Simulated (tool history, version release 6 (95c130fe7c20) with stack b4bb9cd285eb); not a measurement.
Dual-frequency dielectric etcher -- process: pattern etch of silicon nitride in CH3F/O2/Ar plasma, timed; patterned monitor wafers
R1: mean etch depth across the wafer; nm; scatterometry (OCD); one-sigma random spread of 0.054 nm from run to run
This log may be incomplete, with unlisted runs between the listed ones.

run 1 hour=0.0 | source_power_(kW)=0.360 bias_power_(kW)=0.072 etch_time_(s)=30.0 | R1=20.190
run 2 hour=0.7 | source_power_(kW)=0.360 bias_power_(kW)=0.072 etch_time_(s)=30.0 | R1=20.084
run 3 hour=5.2 | source_power_(kW)=0.360 bias_power_(kW)=0.072 etch_time_(s)=30.0 | R1=20.150
run 4 hour=13.3 | source_power_(kW)=0.350 bias_power_(kW)=0.071 etch_time_(s)=30.0 | R1=19.788
run 5 hour=21.3 | source_power_(kW)=0.340 bias_power_(kW)=0.070 etch_time_(s)=30.0 | R1=19.463
run 6 hour=25.5 | source_power_(kW)=0.340 bias_power_(kW)=0.063 etch_time_(s)=30.0 | R1=18.962
run 7 hour=32.1 | source_power_(kW)=0.340 bias_power_(kW)=0.063 etch_time_(s)=30.0 | R1=19.042

Run 8 is up next; what results do you expect?
run 8 hour=35.5 | source_power_(kW)=0.330 bias_power_(kW)=0.063 etch_time_(s)=30.0 | R1=?

Logged for run 8: R1 18.670 nm.

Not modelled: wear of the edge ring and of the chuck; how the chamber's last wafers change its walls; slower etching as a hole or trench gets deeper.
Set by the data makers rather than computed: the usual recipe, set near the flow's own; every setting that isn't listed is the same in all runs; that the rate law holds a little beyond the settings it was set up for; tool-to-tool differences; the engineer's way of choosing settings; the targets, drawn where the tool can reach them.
